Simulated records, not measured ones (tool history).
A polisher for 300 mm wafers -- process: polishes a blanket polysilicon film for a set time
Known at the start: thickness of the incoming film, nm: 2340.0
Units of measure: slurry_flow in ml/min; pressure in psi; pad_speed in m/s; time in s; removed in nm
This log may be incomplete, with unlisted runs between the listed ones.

run 1 day=0 | slurry_flow=155 pressure=2.4 pad_speed=0.94 time=25 | removed=136.69
run 2 day=0.138 | slurry_flow=155 pressure=1.9 pad_speed=0.94 time=25 | removed=109.01
run 3 day=0.254 | slurry_flow=150 pressure=1.9 pad_speed=0.94 time=25 | removed=109.13
run 4 day=0.588 | slurry_flow=150 pressure=1.9 pad_speed=1.14 time=25 | removed=128.35
run 5 day=0.804 | slurry_flow=145 pressure=1.8 pad_speed=1.14 time=25 | removed=123.99
run 6 day=0.983 | slurry_flow=145 pressure=1.7 pad_speed=1.14 time=25 | removed=116.64
run 7 day=1.333 | slurry_flow=140 pressure=1.6 pad_speed=1.14 time=25 | removed=111.24
run 8 day=1.521 | slurry_flow=120 pressure=1.1 pad_speed=1.14 time=25 | removed=78.42
run 9 day=1.658 | slurry_flow=125 pressure=1.1 pad_speed=1.14 time=25 | removed=79.829

What will run 10 give?
run 10 day=1.862 | slurry_flow=130 pressure=1.1 pad_speed=1.14 time=25 | removed=?

Run 10 came out at removed 80.644 nm.

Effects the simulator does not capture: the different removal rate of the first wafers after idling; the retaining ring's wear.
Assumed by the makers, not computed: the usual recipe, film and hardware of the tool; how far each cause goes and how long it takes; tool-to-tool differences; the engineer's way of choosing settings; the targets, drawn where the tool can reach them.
